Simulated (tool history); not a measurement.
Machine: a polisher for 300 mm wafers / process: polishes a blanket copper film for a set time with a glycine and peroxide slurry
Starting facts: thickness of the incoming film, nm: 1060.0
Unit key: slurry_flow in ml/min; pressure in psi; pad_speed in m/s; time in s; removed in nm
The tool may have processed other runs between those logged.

| run | hour | slurry_flow | pressure | pad_speed | time | removed |
|---|---|---|---|---|---|---|
| 1 | 0.0 | 135 | 1.7 | 0.96 | 62 | 209.26 |
| 2 | 8.9 | 135 | 1.7 | 1.14 | 62 | 242.42 |
| 3 | 12.7 | 135 | 1.7 | 1.14 | 62 | 242.35 |
| 4 | 14.0 | 130 | 1.6 | 1.12 | 62 | 226.46 |
| 5 | 16.9 | 125 | 1.5 | 1.10 | 62 | 210.67 |
| 6 | 18.8 | 110 | 1.5 | 1.10 | 62 | 206.67 |
| 7 | 25.6 | 110 | 1.4 | 1.08 | 62 | 194.66 |
| 8 | 32.1 | 110 | 1.3 | 1.06 | 62 | 182.02 |
| 9 | 38.9 | 110 | 1.2 | 1.04 | 62 | 168.42 |
| 10 | 43.6 | 105 | 1.0 | 1.00 | 62 | 147.39 |
| 11 | 46.6 | 100 | 0.9 | 0.98 | 62 | 133.27 |

What will run 12 give?
| 12 | 53.5 | 95 | 0.9 | 0.98 | 62 | ? |

removed: 131.37 nm

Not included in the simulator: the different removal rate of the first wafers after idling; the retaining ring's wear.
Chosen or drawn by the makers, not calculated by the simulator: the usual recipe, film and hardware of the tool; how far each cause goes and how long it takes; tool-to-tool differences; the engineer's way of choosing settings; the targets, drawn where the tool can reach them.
